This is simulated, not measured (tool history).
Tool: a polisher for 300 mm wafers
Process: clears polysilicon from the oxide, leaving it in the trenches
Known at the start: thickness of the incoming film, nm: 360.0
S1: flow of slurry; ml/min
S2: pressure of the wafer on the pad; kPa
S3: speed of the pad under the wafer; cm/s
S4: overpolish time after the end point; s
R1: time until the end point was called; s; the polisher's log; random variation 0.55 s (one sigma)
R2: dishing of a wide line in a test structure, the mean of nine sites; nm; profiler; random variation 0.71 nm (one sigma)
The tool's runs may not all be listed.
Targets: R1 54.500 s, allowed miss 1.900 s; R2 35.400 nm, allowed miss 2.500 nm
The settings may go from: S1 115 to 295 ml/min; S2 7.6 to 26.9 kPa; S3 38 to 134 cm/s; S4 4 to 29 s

run,hour,S1,S2,S3,S4,R1,R2
1,0.0,190,17.2,86,15,29.128,37.874
2,5.4,190,17.2,70,15,35.366,36.302
3,12.9,190,15.2,70,15,39.806,37.548
4,19.3,190,13.8,66,12,46.292,33.217
5,24.0,185,13.1,66,13,47.860,34.851
6,32.1,185,12.4,66,13,51.333,33.783
7,32.7,180,12.4,66,14,51.321,34.453
8,37.6,180,12.4,66,14,52.152,34.194
9,45.4,175,12.4,66,15,50.687,35.850
10,46.6,175,11.0,66,14,57.897,33.954
11,54.6,180,11.0,66,15,56.997,34.049
12,59.4,180,11.0,66,16,57.649,34.990

4 next moves are on the table. One of them brings every result within its allowed miss. Which?
A,64.2,190,11.0,64,18,?,?
B,64.2,180,12.4,66,16,?,?
C,64.2,230,13.1,62,9,?,?
D,64.2,180,13.1,58,20,?,?

move,R1,R2
A,58.044,35.466
B,50.781,35.583
C,49.445,29.984
D,54.571,36.538
A: further off than the last run
B: takes the result that was furthest off past its target
C: takes the result that was furthest off past its target
D: meets every target
Move D is the one to make.

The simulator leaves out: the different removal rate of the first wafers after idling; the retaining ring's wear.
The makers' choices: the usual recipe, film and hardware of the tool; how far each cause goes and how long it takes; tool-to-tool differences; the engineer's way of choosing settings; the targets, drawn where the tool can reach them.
